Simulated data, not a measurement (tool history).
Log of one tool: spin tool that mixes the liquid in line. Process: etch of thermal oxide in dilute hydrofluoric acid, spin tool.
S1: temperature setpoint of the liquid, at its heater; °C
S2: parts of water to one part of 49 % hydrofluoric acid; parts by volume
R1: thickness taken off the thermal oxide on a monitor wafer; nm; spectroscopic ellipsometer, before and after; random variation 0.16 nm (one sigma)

Run 1, hour 0: S1 20 °C, S2 245 parts by volume, time under the liquid (s) 290. Result: R1 4.0514 nm.
Run 2, hour 1.2: S1 20.5 °C, S2 230 parts by volume, time under the liquid (s) 290. Result: R1 4.574 nm.
Run 3, hour 4.4: S1 21 °C, S2 220 parts by volume, time under the liquid (s) 290. Result: R1 4.9224 nm.
Run 4, hour 6.7: S1 23.5 °C, S2 220 parts by volume, time under the liquid (s) 290. Result: R1 5.2731 nm.
Run 5, hour 10.7: S1 23.5 °C, S2 220 parts by volume, time under the liquid (s) 290. Result: R1 5.3539 nm.
Run 6, hour 15.6: S1 24 °C, S2 210 parts by volume, time under the liquid (s) 290. Result: R1 5.6644 nm.
Run 7, hour 18.3: S1 24 °C, S2 210 parts by volume, time under the liquid (s) 290. Result: R1 5.6834 nm.
Run 8, hour 22.4: S1 24.5 °C, S2 200 parts by volume, time under the liquid (s) 290. Result: R1 6.197 nm.
At hour 24.9: hydrofluoric acid flow meter replaced.
Run 9, hour 24.9: S1 24.5 °C, S2 190 parts by volume, time under the liquid (s) 290. Result: R1 7.2876 nm.

The next listed run, before its measurement:
Run 10, hour 33.8: S1 24.5 °C, S2 185 parts by volume, time under the liquid (s) 290. Result: R1 ?.

R1: 7.4581 nm
